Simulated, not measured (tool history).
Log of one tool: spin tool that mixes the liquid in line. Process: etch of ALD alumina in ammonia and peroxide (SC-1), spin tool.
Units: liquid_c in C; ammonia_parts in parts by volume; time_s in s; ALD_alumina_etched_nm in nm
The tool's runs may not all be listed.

run,day,liquid_c,ammonia_parts,time_s,ALD_alumina_etched_nm
1,0,56,0.55,310,23.039
2,0.338,55,0.55,310,21.841
3,0.454,54.5,0.55,310,21.532
4,0.496,54.5,0.55,330,22.752
5,0.812,54.5,0.35,330,21.808
6,1.025,54,0.35,330,21.121

Run 7 comes next. What will it give?
7,1.162,53.5,0.35,330,?

ALD_alumina_etched_nm: 20.705 nm
